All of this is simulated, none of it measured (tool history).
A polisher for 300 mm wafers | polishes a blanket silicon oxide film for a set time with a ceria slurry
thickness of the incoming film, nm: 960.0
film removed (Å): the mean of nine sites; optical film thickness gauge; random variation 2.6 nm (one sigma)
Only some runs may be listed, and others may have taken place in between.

run,hour,flow of slurry (ml/min),pressure of the wafer on the pad (psi),speed of the pad under the wafer (cm/s),polishing time (s),film removed (Å)
1,0.0,180,3.4,90,78,3153.9
2,2.5,175,3.1,90,78,2951.5
3,9.1,175,3.8,90,78,3537.0
4,18.0,175,3.3,90,78,3105.0
5,24.5,175,3.0,90,78,2827.7
6,27.3,175,2.8,90,78,2673.5
7,32.1,175,2.7,90,78,2602.4

The next listed run, before its measurement:
# hour 36.0: slurry nozzle cleaned
8,36.0,175,2.6,90,78,?

{"run 8": {"film removed (Å)": 2543.5}}
